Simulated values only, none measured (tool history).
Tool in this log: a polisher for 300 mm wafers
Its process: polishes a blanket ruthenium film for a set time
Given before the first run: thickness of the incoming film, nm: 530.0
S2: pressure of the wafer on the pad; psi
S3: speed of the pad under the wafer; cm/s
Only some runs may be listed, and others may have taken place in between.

{"run": 1, "day": 0.0, "flow of slurry (ml/min)": 260, "S2": 2.7, "S3": 82, "polishing time (s)": 95, "film removed (nm)": 107.71}
{"run": 2, "day": 0.258, "flow of slurry (ml/min)": 260, "S2": 2.4, "S3": 82, "polishing time (s)": 95, "film removed (nm)": 96.937}
{"run": 3, "day": 0.612, "flow of slurry (ml/min)": 260, "S2": 2.2, "S3": 82, "polishing time (s)": 95, "film removed (nm)": 87.972}
{"run": 4, "day": 0.646, "flow of slurry (ml/min)": 200, "S2": 2.2, "S3": 82, "polishing time (s)": 95, "film removed (nm)": 85.202}
{"run": 5, "day": 0.871, "flow of slurry (ml/min)": 200, "S2": 2.2, "S3": 82, "polishing time (s)": 100, "film removed (nm)": 89.07}
{"run": 6, "day": 0.983, "flow of slurry (ml/min)": 180, "S2": 2.2, "S3": 82, "polishing time (s)": 100, "film removed (nm)": 90.531}
{"run": 7, "day": 1.012, "flow of slurry (ml/min)": 180, "S2": 2.1, "S3": 82, "polishing time (s)": 100, "film removed (nm)": 86.571}
{"run": 8, "day": 1.108, "flow of slurry (ml/min)": 180, "S2": 2.0, "S3": 82, "polishing time (s)": 100, "film removed (nm)": 82.713}
{"day": 1.362, "done": "head pressure recalibrated"}
{"run": 9, "day": 1.362, "flow of slurry (ml/min)": 180, "S2": 1.9, "S3": 82, "polishing time (s)": 100, "film removed (nm)": 85.376}

What will run 10 give?
{"run": 10, "day": 1.738, "flow of slurry (ml/min)": 175, "S2": 1.8, "S3": 82, "polishing time (s)": 100, "film removed (nm)": "?"}

{"run 10": {"film removed (nm)": 80.365}}

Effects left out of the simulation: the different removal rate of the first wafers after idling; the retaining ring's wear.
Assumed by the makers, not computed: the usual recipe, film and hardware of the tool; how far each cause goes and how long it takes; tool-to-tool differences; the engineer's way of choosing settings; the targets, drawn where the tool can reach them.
